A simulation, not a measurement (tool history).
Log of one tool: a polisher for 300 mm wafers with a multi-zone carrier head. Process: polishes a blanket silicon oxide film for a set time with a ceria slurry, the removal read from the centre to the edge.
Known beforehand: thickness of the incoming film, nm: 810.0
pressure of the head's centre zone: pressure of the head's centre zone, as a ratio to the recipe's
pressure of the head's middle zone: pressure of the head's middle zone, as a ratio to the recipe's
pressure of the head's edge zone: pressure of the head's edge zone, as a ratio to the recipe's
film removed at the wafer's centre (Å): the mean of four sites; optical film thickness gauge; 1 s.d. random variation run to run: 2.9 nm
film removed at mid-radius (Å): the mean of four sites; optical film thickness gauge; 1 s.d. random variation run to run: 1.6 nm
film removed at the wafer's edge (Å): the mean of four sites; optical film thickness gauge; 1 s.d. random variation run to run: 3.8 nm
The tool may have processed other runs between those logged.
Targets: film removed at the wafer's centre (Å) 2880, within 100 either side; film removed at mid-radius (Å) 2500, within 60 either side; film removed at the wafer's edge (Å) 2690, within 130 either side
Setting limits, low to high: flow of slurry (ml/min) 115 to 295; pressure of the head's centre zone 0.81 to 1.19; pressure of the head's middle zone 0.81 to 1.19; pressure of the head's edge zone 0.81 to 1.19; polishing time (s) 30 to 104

run  hour  flow of slurry (ml/min)  pressure of the head's centre zone  pressure of the head's middle zone  pressure of the head's edge zone  polishing time (s)  film removed at the wafer's centre (Å)  film removed at mid-radius (Å)  film removed at the wafer's edge (Å)
  1     0                      190                                   1                                   1                                 1                  67                                  2318.2                          2276.9                                2247.5
  2   0.8                      190                                   1                                   1                                 1                  78                                  2630.9                          2641.2                                2675.3
  3   3.1                      190                                1.06                                   1                                 1                  78                                  2766.6                          2659.9                                2746.5
  4  10.4                      190                                1.06                                1.05                                 1                  78                                  2779.8                          2755.1                                2685.1
  5  12.6                      185                                1.08                                1.03                              0.99                  78                                  2830.9                          2682.7                                2695.9
  6  14.2                      180                                1.09                                1.02                              0.99                  78                                  2905.1                          2665.8                                2621.6
  7  19.6                      175                                1.09                                   1                                 1                  78                                  2884.7                          2619.1                                2635.1
  8  20.6                      175                                1.09                                0.99                              1.01                  78                                  2845.2                          2597.2                                2616.8

Exactly one of the 5 candidate moves below puts every result within its allowed miss. Which one?
  A  21.6                      175                                1.08                                0.92                              1.02                  80                                       ?                               ?                                     ?
  B  21.6                      175                                1.08                                1.03                              1.07                  76                                       ?                               ?                                     ?
  C  21.6                      150                                1.06                                1.03                              1.01                  81                                       ?                               ?                                     ?
  D  21.6                      135                                1.03                                1.07                              0.92                  81                                       ?                               ?                                     ?
  E  21.6                      160                                1.09                                1.01                              1.02                  81                                       ?                               ?                                     ?

move  film removed at the wafer's centre (Å)  film removed at mid-radius (Å)  film removed at the wafer's edge (Å)
   A                                  2908.5                          2510.5                                2687.1
   B                                  2765.1                          2613.6                                2597.3
   C                                  2819.8                          2724.2                                2662.8
   D                                    2689                          2765.2                                2539.8
   E                                  2931.7                          2706.4                                2692.3
A: every result within its allowed miss
B: its largest miss is bigger than the last run's
C: its largest miss is bigger than the last run's
D: its largest miss is bigger than the last run's
E: its largest miss is bigger than the last run's
Correct choice: A, which meets every target
